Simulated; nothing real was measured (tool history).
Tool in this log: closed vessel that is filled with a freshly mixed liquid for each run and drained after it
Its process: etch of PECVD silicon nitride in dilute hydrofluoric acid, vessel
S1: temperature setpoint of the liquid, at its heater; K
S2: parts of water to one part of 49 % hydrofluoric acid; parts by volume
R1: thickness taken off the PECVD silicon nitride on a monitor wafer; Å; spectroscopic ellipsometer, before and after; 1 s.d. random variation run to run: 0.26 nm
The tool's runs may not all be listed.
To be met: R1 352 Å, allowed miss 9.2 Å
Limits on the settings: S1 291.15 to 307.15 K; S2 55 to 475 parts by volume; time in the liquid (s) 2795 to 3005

Run 1, hour 0: S1 299.15 K, S2 265 parts by volume, time in the liquid (s) 2795. Result: R1 467.73 Å.
Run 2, hour 8: S1 299.15 K, S2 265 parts by volume, time in the liquid (s) 3005. Result: R1 507.62 Å.
Run 3, hour 9.4: S1 299.15 K, S2 265 parts by volume, time in the liquid (s) 3005. Result: R1 513.43 Å.
Run 4, hour 13.9: S1 299.15 K, S2 265 parts by volume, time in the liquid (s) 3005. Result: R1 506.01 Å.
Run 5, hour 15.7: S1 298.15 K, S2 265 parts by volume, time in the liquid (s) 3005. Result: R1 475.45 Å.
Run 6, hour 24.7: S1 301.15 K, S2 265 parts by volume, time in the liquid (s) 3005. Result: R1 577.71 Å.
Run 7, hour 31.6: S1 300.15 K, S2 265 parts by volume, time in the liquid (s) 3005. Result: R1 540.78 Å.
Run 8, hour 34.4: S1 299.15 K, S2 265 parts by volume, time in the liquid (s) 3005. Result: R1 515.99 Å.
Run 9, hour 36.7: S1 298.15 K, S2 265 parts by volume, time in the liquid (s) 3005. Result: R1 480.14 Å.
Run 10, hour 38.4: S1 297.65 K, S2 265 parts by volume, time in the liquid (s) 3005. Result: R1 467.22 Å.
Run 11, hour 42.8: S1 297.15 K, S2 265 parts by volume, time in the liquid (s) 3005. Result: R1 448.06 Å.
Run 12, hour 48.8: S1 296.65 K, S2 265 parts by volume, time in the liquid (s) 3005. Result: R1 433.88 Å.
Run 13, hour 57: S1 292.65 K, S2 265 parts by volume, time in the liquid (s) 3005. Result: R1 340.05 Å.

Which single option among these 4 for the next run brings every result within its allowed miss of target? Just one does.
Run A, hour 65.2: S1 293.65 K, S2 240 parts by volume, time in the liquid (s) 2835. Result: R1 ?.
Run B, hour 65.2: S1 293.15 K, S2 245 parts by volume, time in the liquid (s) 3005. Result: R1 ?.
Run C, hour 65.2: S1 291.15 K, S2 210 parts by volume, time in the liquid (s) 3005. Result: R1 ?.
Run D, hour 65.2: S1 295.15 K, S2 290 parts by volume, time in the liquid (s) 2895. Result: R1 ?.

move      R1
   A   378.1
   B  380.36
   C  387.08
   D  353.11
A: carries the result that was furthest off beyond its target, to the other side
B: carries the result that was furthest off beyond its target, to the other side
C: carries the result that was furthest off beyond its target, to the other side
D: in spec on every target
So the answer is move D, the one that meets all the targets.
